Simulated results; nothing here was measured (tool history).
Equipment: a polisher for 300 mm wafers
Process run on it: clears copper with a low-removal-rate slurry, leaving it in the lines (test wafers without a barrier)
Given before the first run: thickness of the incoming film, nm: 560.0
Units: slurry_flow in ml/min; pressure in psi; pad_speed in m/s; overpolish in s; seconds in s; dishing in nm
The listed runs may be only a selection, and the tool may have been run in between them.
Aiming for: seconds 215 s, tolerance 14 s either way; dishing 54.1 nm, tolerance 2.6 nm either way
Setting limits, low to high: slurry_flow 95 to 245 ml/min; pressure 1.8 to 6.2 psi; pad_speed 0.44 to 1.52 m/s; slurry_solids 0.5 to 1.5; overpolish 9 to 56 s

run,day,slurry_flow,pressure,pad_speed,slurry_solids,overpolish,seconds,dishing
1,0,155,4,0.98,1,29,173.27,47.116
2,0.321,155,4,0.98,1,34,174.02,50.585
3,0.388,155,4,0.98,1,25,173.16,42.429
4,0.45,155,3.8,0.96,1,30,181.77,46.613
5,0.788,155,3.6,0.96,1,33,194.57,47.424
6,1.138,155,3.5,0.96,1,36,193.71,48.293
7,1.362,155,3.4,0.94,1,39,199.34,50.519
8,1.688,155,3.3,0.94,1,41,209.66,49.926

Next run, 4 choices. One meets every target within its allowed miss, the rest don't. Which?
A,2.012,140,3.1,0.96,1,48,?,?
B,2.012,140,4.3,0.7,1,35,?,?
C,2.012,160,3,0.88,0.9,46,?,?
D,2.012,145,3.9,0.72,0.75,55,?,?

move,seconds,dishing
A,224.43,52.853
B,229.16,44.74
C,253.34,48.432
D,263.15,53.159
A: all results in spec
B: its largest miss is bigger than the last run's
C: its largest miss is bigger than the last run's
D: puts the biggest miss on target and leaves a different result outside tolerance
A meets every target.
